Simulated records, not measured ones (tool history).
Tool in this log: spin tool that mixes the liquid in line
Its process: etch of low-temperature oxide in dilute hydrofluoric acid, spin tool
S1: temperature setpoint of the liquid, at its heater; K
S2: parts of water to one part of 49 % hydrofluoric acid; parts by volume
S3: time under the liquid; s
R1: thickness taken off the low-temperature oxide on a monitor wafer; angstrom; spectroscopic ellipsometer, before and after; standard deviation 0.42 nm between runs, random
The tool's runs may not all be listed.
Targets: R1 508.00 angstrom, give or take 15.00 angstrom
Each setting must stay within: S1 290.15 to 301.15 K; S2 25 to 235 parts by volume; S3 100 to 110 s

run,day,S1,S2,S3,R1
1,0.000,293.15,130,100,183.74
2,0.121,293.15,130,110,199.26
3,0.312,293.15,130,100,181.52
4,0.338,294.15,120,100,210.25
5,0.588,292.15,120,100,192.33
6,0.862,293.15,110,100,221.47
7,1.162,294.15,105,100,241.03
8,1.471,295.15,100,100,265.66
9,1.754,299.15,50,100,662.96
10,1.967,298.65,50,100,644.53
11,2.292,298.15,50,100,640.72
12,2.379,297.65,50,100,632.90
13,2.754,293.65,55,100,471.08

Of the 4 settings listed for the next run, only one would bring every result within its allowed miss of target. Which one?
A,3.129,290.15,55,100,?
B,3.129,294.65,55,110,?
C,3.129,292.65,55,110,?
D,3.129,295.65,65,110,?

move,R1
A,404.05
B,538.32
C,494.79
D,468.93
A: the biggest miss grows against the last run
B: takes the biggest miss from the last run beyond its target
C: hits every target within its allowed miss
D: the biggest miss grows against the last run
The move that meets every target is C.

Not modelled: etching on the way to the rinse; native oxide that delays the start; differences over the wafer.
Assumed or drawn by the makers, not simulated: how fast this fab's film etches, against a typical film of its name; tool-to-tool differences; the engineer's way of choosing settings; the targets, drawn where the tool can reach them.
